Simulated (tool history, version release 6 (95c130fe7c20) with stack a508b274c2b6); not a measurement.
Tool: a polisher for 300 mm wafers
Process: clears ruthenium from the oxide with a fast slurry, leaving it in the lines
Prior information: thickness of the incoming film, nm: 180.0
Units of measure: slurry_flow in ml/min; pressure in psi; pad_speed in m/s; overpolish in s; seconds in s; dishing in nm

Run 1, day 0.000: slurry_flow 310 ml/min, pressure 3.4 psi, pad_speed 1.28 m/s, slurry_solids 1.0, overpolish 13 s. Result: seconds 24.849 s, dishing 72.742 nm.
Run 2, day 0.221: slurry_flow 310 ml/min, pressure 3.5 psi, pad_speed 1.28 m/s, slurry_solids 1.0, overpolish 14 s. Result: seconds 23.469 s, dishing 77.289 nm.
Run 3, day 0.321: slurry_flow 310 ml/min, pressure 3.6 psi, pad_speed 1.28 m/s, slurry_solids 1.0, overpolish 15 s. Result: seconds 23.455 s, dishing 84.282 nm.
Run 4, day 0.662: slurry_flow 310 ml/min, pressure 3.7 psi, pad_speed 1.28 m/s, slurry_solids 1.0, overpolish 16 s. Result: seconds 22.802 s, dishing 90.211 nm.
Run 5, day 0.700: slurry_flow 310 ml/min, pressure 3.7 psi, pad_speed 1.00 m/s, slurry_solids 1.0, overpolish 16 s. Result: seconds 28.529 s, dishing 77.310 nm.
Run 6, day 0.896: slurry_flow 310 ml/min, pressure 3.9 psi, pad_speed 1.00 m/s, slurry_solids 1.0, overpolish 16 s. Result: seconds 27.183 s, dishing 79.334 nm.
Run 7, day 1.175: slurry_flow 310 ml/min, pressure 4.1 psi, pad_speed 1.00 m/s, slurry_solids 1.0, overpolish 16 s. Result: seconds 26.172 s, dishing 83.216 nm.

Expected results for the next run?
Run 8, day 1.212: slurry_flow 310 ml/min, pressure 4.3 psi, pad_speed 1.00 m/s, slurry_solids 1.0, overpolish 16 s. Result: seconds ?, dishing ?.

{"run 8": {"seconds": 24.119, "dishing": 84.677}}

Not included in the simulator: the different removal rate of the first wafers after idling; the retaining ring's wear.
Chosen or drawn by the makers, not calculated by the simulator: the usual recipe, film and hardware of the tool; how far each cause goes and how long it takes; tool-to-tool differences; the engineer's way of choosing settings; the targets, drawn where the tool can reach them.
